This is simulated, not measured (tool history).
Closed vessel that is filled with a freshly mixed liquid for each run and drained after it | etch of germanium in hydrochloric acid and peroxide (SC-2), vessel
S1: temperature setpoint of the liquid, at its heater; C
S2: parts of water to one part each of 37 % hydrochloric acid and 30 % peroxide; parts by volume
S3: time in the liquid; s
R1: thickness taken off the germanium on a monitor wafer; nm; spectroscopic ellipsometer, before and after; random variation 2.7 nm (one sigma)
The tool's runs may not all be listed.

run,hour,S1,S2,S3,R1
1,0,57,6,95,396.07
2,3.6,57,6,105,439.6
3,5.5,57,8,105,428.33
4,6.5,57,8,95,392.3
5,11.1,58.5,8,95,406.08
6,18.5,59.5,8,95,417.89
7,20.4,60.5,8,95,432.49
8,21.9,61.5,8,95,442.51

The next listed run, before its measurement:
9,26.1,61.5,8,95,?

{"run 9": {"R1": 446.78}}
